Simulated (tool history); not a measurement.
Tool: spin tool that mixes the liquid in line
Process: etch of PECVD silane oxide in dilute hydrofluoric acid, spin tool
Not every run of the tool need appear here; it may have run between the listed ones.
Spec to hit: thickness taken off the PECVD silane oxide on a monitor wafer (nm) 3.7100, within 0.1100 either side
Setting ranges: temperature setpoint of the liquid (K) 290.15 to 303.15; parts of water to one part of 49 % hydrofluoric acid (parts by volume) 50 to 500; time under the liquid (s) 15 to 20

run	hour	temperature setpoint of the liquid (K)	parts of water to one part of 49 % hydrofluoric acid (parts by volume)	time under the liquid (s)	thickness taken off the PECVD silane oxide on a monitor wafer (nm)
1	0.0	295.15	275	20	2.7138
2	5.9	296.15	275	20	2.8306
3	13.7	294.15	275	20	2.6005
4	22.0	294.15	275	20	2.6011
5	26.6	295.65	275	20	2.7565
6	27.5	295.65	190	20	4.4056
7	31.1	295.15	190	20	4.2756
8	37.0	294.65	190	20	4.1826
9	40.5	291.15	195	20	3.5326

5 candidate next runs follow, results not yet known. Just one meets every target within its allowed miss. Identify it.
A	44.0	290.15	130	15	?
B	44.0	291.15	205	20	?
C	44.0	292.15	195	20	?
D	44.0	290.15	135	15	?
E	44.0	291.65	205	20	?

move	thickness taken off the PECVD silane oxide on a monitor wafer (nm)
A	4.0673
B	3.3316
C	3.6774
D	3.8973
E	3.3977
A: carries the result that was furthest off beyond its target, to the other side
B: moves away from the targets compared with the last run
C: in spec on every target
D: carries the result that was furthest off beyond its target, to the other side
E: moves away from the targets compared with the last run
Move C is the one to make.
